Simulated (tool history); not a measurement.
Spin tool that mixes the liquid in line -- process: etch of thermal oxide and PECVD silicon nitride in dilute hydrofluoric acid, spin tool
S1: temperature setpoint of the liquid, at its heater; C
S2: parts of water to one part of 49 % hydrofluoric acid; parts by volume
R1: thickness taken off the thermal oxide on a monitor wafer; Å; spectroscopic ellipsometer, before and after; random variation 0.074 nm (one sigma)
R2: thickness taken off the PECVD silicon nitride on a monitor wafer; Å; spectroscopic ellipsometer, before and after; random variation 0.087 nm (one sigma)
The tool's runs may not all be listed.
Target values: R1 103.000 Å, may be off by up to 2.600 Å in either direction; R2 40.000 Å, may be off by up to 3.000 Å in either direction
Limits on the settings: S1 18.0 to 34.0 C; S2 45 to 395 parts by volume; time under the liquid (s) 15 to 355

Run 1, hour 0.0: S1 26.0 C, S2 220 parts by volume, time under the liquid (s) 180. Result: R1 36.351 Å, R2 15.172 Å.
Run 2, hour 4.6: S1 29.5 C, S2 220 parts by volume, time under the liquid (s) 180. Result: R1 41.853 Å, R2 19.552 Å.
Run 3, hour 11.1: S1 29.5 C, S2 175 parts by volume, time under the liquid (s) 180. Result: R1 55.264 Å, R2 23.500 Å.
Run 4, hour 15.6: S1 32.5 C, S2 175 parts by volume, time under the liquid (s) 180. Result: R1 61.812 Å, R2 29.349 Å.
Run 5, hour 19.3: S1 32.0 C, S2 145 parts by volume, time under the liquid (s) 180. Result: R1 75.537 Å, R2 34.911 Å.
Run 6, hour 21.3: S1 31.0 C, S2 125 parts by volume, time under the liquid (s) 180. Result: R1 87.995 Å, R2 36.290 Å.
Run 7, hour 30.3: S1 31.0 C, S2 120 parts by volume, time under the liquid (s) 180. Result: R1 92.053 Å, R2 38.913 Å.
Run 8, hour 36.6: S1 30.5 C, S2 115 parts by volume, time under the liquid (s) 180. Result: R1 95.856 Å, R2 39.106 Å.
Run 9, hour 39.3: S1 30.5 C, S2 110 parts by volume, time under the liquid (s) 180. Result: R1 100.830 Å, R2 41.840 Å.
Run 10, hour 42.4: S1 28.5 C, S2 90 parts by volume, time under the liquid (s) 175. Result: R1 114.140 Å, R2 43.450 Å.
Run 11, hour 46.7: S1 28.5 C, S2 95 parts by volume, time under the liquid (s) 175. Result: R1 106.330 Å, R2 39.691 Å.
Run 12, hour 49.0: S1 29.0 C, S2 95 parts by volume, time under the liquid (s) 175. Result: R1 107.930 Å, R2 41.158 Å.

4 candidate next runs follow, results not yet known. Just one meets every target within its allowed miss. Identify it.
Run A, hour 51.3: S1 28.5 C, S2 100 parts by volume, time under the liquid (s) 200. Result: R1 ?, R2 ?.
Run B, hour 51.3: S1 25.5 C, S2 115 parts by volume, time under the liquid (s) 255. Result: R1 ?, R2 ?.
Run C, hour 51.3: S1 29.0 C, S2 85 parts by volume, time under the liquid (s) 160. Result: R1 ?, R2 ?.
Run D, hour 51.3: S1 28.0 C, S2 120 parts by volume, time under the liquid (s) 225. Result: R1 ?, R2 ?.

move       R1      R2
   A  114.810  44.830
   B  111.270  41.026
   C  112.460  43.557
   D  102.840  40.705
A: misses by more than the last run did
B: misses by more than the last run did
C: misses by more than the last run did
D: every result within its allowed miss
Go with D: it meets all targets.

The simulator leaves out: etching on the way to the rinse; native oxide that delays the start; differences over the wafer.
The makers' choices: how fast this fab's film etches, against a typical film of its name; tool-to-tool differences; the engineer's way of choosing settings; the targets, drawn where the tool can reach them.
